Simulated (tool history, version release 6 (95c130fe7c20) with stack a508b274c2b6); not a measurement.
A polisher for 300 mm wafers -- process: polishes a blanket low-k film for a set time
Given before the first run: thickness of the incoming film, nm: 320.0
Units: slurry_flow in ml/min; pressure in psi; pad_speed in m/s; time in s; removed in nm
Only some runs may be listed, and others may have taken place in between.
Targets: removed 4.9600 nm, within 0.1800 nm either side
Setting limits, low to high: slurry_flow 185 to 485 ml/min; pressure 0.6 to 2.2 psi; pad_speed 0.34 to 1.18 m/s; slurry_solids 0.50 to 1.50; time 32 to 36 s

| run | hour | slurry_flow | pressure | pad_speed | slurry_solids | time | removed |
|---|---|---|---|---|---|---|---|
| 1 | 0.0 | 310 | 1.4 | 0.76 | 1.00 | 36 | 8.7867 |
| 2 | 4.5 | 350 | 1.4 | 0.76 | 1.00 | 36 | 8.8302 |
| 3 | 10.6 | 300 | 1.4 | 0.76 | 1.00 | 36 | 8.6968 |
| 4 | 13.9 | 345 | 1.4 | 0.76 | 1.00 | 36 | 8.7014 |
| 5 | 14.6 | 345 | 1.4 | 0.76 | 1.00 | 32 | 7.8200 |
| 6 | 18.1 | 345 | 1.2 | 0.76 | 1.00 | 32 | 6.5749 |
| 7 | 24.4 | 345 | 1.1 | 0.76 | 1.00 | 32 | 6.1512 |
| 8 | 28.5 | 345 | 0.7 | 0.74 | 1.00 | 32 | 3.8342 |
| 9 | 33.0 | 345 | 0.7 | 0.74 | 1.00 | 32 | 3.9240 |
| 10 | 38.4 | 345 | 0.7 | 0.74 | 1.00 | 32 | 3.9336 |
| 11 | 45.2 | 345 | 0.8 | 0.74 | 1.00 | 32 | 4.4807 |

Next run, 5 choices. One meets every target within its allowed miss, the rest don't. Which?
| A | 52.0 | 225 | 0.8 | 0.72 | 1.40 | 36 | ? |
| B | 52.0 | 385 | 1.1 | 0.52 | 0.75 | 33 | ? |
| C | 52.0 | 365 | 1.0 | 0.50 | 1.15 | 36 | ? |
| D | 52.0 | 365 | 0.8 | 0.62 | 1.05 | 33 | ? |
| E | 52.0 | 305 | 0.7 | 0.60 | 1.10 | 36 | ? |

| move | removed |
|---|---|
| A | 5.2938 |
| B | 4.3950 |
| C | 4.9394 |
| D | 4.1272 |
| E | 3.8861 |
A: takes the biggest miss from the last run beyond its target
B: its largest miss is bigger than the last run's
C: every result lands within tolerance
D: its largest miss is bigger than the last run's
E: its largest miss is bigger than the last run's
Answer: C
